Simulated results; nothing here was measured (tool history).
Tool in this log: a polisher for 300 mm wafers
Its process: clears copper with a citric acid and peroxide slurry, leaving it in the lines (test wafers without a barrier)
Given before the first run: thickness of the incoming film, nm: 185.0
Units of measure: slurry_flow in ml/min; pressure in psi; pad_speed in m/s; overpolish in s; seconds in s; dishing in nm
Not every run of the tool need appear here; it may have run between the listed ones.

| run | hour | slurry_flow | pressure | pad_speed | slurry_solids | overpolish | seconds | dishing |
|---|---|---|---|---|---|---|---|---|
| 1 | 0 | 260 | 2.4 | 1.08 | 1 | 26 | 77.227 | 26.051 |
| 2 | 5.9 | 205 | 2.4 | 1.08 | 1 | 26 | 79.454 | 25.365 |
| 3 | 9.8 | 205 | 1.8 | 1.08 | 1 | 26 | 105.95 | 22.06 |
| 4 | 13.9 | 200 | 1.7 | 1.06 | 1 | 24 | 112.74 | 19.962 |
| 5 | 17.7 | 200 | 1.7 | 1.06 | 1 | 35 | 114.89 | 24.044 |
| 6 | 20.2 | 195 | 1.6 | 1.02 | 1 | 32 | 123.95 | 22.136 |
| 7 | 22.5 | 190 | 1.5 | 1 | 1 | 29 | 135.64 | 20.128 |
| 8 | 30.9 | 185 | 1.5 | 0.98 | 1 | 26 | 141.11 | 18.799 |
| 9 | 38.3 | 185 | 1.5 | 0.98 | 1 | 26 | 136.3 | 18.241 |
| 10 | 44.7 | 185 | 1.5 | 0.96 | 1 | 24 | 143.02 | 17.795 |
| 11 | 52.6 | 180 | 1.5 | 0.96 | 1 | 22 | 144.21 | 16.594 |
|  | 58.4 | head pressure recalibrated |
| 12 | 58.4 | 155 | 1.1 | 0.84 | 1 | 9 | 239.4 | 5.1907 |

Predict the results of run 13:
| 13 | 61 | 170 | 1.1 | 0.84 | 1 | 10 | ? | ? |

seconds: 240.05 s
dishing: 5.8704 nm
